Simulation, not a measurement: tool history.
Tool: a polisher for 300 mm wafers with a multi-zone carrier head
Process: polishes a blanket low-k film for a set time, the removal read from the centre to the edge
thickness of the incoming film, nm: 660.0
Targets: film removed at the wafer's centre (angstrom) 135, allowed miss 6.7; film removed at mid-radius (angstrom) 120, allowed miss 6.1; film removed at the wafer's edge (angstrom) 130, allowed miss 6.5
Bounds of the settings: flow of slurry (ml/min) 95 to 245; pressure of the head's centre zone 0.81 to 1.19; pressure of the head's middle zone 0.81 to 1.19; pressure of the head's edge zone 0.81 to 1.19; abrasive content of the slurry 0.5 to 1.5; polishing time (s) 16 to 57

run,day,flow of slurry (ml/min),pressure of the head's centre zone,pressure of the head's middle zone,pressure of the head's edge zone,abrasive content of the slurry,polishing time (s),film removed at the wafer's centre (angstrom),film removed at mid-radius (angstrom),film removed at the wafer's edge (angstrom)
1,0,155,1,1,1,1,36,154.73,153.56,152.69
2,0.171,155,1.08,1,1,1,36,160.68,154.88,150.83
3,0.208,155,1.08,1.07,1,1,36,163.49,165.14,150.71
4,0.579,155,1.08,1.04,1,1,36,163.6,159.33,153.72
5,0.621,155,1.08,1.04,1,0.8,36,138.2,134.82,128.91
6,0.688,155,1.08,1.04,1.07,0.8,36,141.12,136.53,133.05
7,1.05,150,1.08,1.03,1.07,0.8,36,139.66,134.88,134.38
8,1.271,150,1.08,1.02,1.07,0.8,36,141.42,135.83,132.97
9,1.338,150,1.08,1,1.07,0.8,36,139.5,131.3,132.21

4 next moves are on the table. One of them brings every result within its allowed miss. Which?
A,1.404,135,0.9,0.86,1.04,0.65,44,?,?,?
B,1.404,125,1.09,1.14,1.04,0.75,39,?,?,?
C,1.404,170,1.08,0.94,1.09,0.8,34,?,?,?
D,1.404,140,1.01,1.17,1.05,0.85,34,?,?,?

move,film removed at the wafer's centre (angstrom),film removed at mid-radius (angstrom),film removed at the wafer's edge (angstrom)
A,121.62,114.2,132.25
B,139.37,142.45,130.45
C,136.59,118.55,128.74
D,129.51,143.44,127.91
A: brings the result that was furthest off to its target, and leaves another outside
B: further off than the last run
C: meets every target
D: further off than the last run
Answer: C
